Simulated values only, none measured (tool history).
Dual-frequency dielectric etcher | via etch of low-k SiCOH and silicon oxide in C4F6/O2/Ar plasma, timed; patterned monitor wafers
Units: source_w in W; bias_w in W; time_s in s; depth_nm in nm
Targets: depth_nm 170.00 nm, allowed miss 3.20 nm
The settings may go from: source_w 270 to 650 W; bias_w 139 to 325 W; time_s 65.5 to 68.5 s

Run 1, hour 0.0: source_w 460 W, bias_w 232 W, time_s 65.5 s. Result: depth_nm 204.78 nm.
Run 2, hour 5.5: source_w 490 W, bias_w 232 W, time_s 65.5 s. Result: depth_nm 208.33 nm.
Run 3, hour 10.2: source_w 520 W, bias_w 232 W, time_s 65.5 s. Result: depth_nm 212.59 nm.
Run 4, hour 15.9: source_w 460 W, bias_w 216 W, time_s 65.5 s. Result: depth_nm 201.48 nm.
Run 5, hour 22.6: source_w 460 W, bias_w 216 W, time_s 65.5 s. Result: depth_nm 200.19 nm.
Run 6, hour 24.0: source_w 460 W, bias_w 216 W, time_s 68.5 s. Result: depth_nm 207.58 nm.
Run 7, hour 30.4: source_w 360 W, bias_w 172 W, time_s 67.5 s. Result: depth_nm 174.89 nm.
Run 8, hour 36.3: source_w 350 W, bias_w 171 W, time_s 67.5 s. Result: depth_nm 174.52 nm.

Which of these 4 next moves meets every target?
Run A, hour 42.2: source_w 340 W, bias_w 167 W, time_s 67.5 s. Result: depth_nm ?.
Run B, hour 42.2: source_w 340 W, bias_w 177 W, time_s 68.5 s. Result: depth_nm ?.
Run C, hour 42.2: source_w 410 W, bias_w 178 W, time_s 65.5 s. Result: depth_nm ?.
Run D, hour 42.2: source_w 380 W, bias_w 167 W, time_s 67.5 s. Result: depth_nm ?.

move  depth_nm
   A    171.33
   B    176.98
   C    181.26
   D    178.28
A: meets every target
B: further off than the last run
C: further off than the last run
D: further off than the last run
Move A is the one to make.
